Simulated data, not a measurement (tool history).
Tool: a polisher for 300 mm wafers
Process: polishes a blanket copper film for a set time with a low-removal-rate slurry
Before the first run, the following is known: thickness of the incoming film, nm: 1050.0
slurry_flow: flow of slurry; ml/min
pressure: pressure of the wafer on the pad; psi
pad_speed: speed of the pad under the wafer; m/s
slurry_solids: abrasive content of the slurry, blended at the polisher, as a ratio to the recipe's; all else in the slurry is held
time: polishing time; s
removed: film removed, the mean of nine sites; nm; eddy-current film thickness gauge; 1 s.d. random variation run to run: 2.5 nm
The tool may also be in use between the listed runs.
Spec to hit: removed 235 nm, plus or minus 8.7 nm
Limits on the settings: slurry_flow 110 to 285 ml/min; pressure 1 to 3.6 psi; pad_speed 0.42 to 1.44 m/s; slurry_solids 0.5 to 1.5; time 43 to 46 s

run 1 hour=0 | slurry_flow=180 pressure=2.3 pad_speed=0.92 slurry_solids=1 time=43 | removed=112.71
run 2 hour=4.9 | slurry_flow=185 pressure=2.6 pad_speed=0.96 slurry_solids=1 time=43 | removed=134.25
run 3 hour=12.6 | slurry_flow=220 pressure=2.6 pad_speed=0.96 slurry_solids=1 time=43 | removed=135.27
run 4 hour=16 | slurry_flow=220 pressure=2.8 pad_speed=1 slurry_solids=1 time=43 | removed=151.58
run 5 hour=21.3 | slurry_flow=220 pressure=3 pad_speed=1.04 slurry_solids=1 time=43 | removed=166.26
run 6 hour=26.9 | slurry_flow=220 pressure=3.4 pad_speed=1.04 slurry_solids=1 time=43 | removed=193.39
run 7 hour=30.9 | slurry_flow=220 pressure=3.4 pad_speed=1.06 slurry_solids=1 time=43 | removed=200.15
run 8 hour=38.3 | slurry_flow=220 pressure=3.4 pad_speed=1.08 slurry_solids=1 time=43 | removed=201.69
run 9 hour=45.8 | slurry_flow=220 pressure=3.4 pad_speed=1.1 slurry_solids=1 time=43 | removed=201.63
run 10 hour=46.4 | slurry_flow=220 pressure=3.5 pad_speed=1.12 slurry_solids=1 time=43 | removed=217.35
run 11 hour=49 | slurry_flow=220 pressure=3.5 pad_speed=1.14 slurry_solids=1 time=43 | removed=219.06

Consider the 5 candidate settings below. Which is the only one whose results all fall within their allowed miss of target?
run A hour=51.6 | slurry_flow=200 pressure=3.6 pad_speed=1.02 slurry_solids=0.95 time=43 | removed=?
run B hour=51.6 | slurry_flow=170 pressure=2.9 pad_speed=1.34 slurry_solids=0.8 time=46 | removed=?
run C hour=51.6 | slurry_flow=210 pressure=3.5 pad_speed=1.06 slurry_solids=1.1 time=43 | removed=?
run D hour=51.6 | slurry_flow=170 pressure=3.5 pad_speed=1.06 slurry_solids=0.95 time=45 | removed=?
run E hour=51.6 | slurry_flow=285 pressure=3.3 pad_speed=1.22 slurry_solids=1 time=45 | removed=?

move=A removed=194.51
move=B removed=206.51
move=C removed=204.19
move=D removed=200.37
move=E removed=234.75
A: the biggest miss grows against the last run
B: the biggest miss grows against the last run
C: the biggest miss grows against the last run
D: the biggest miss grows against the last run
E: meets every target
E meets every target.
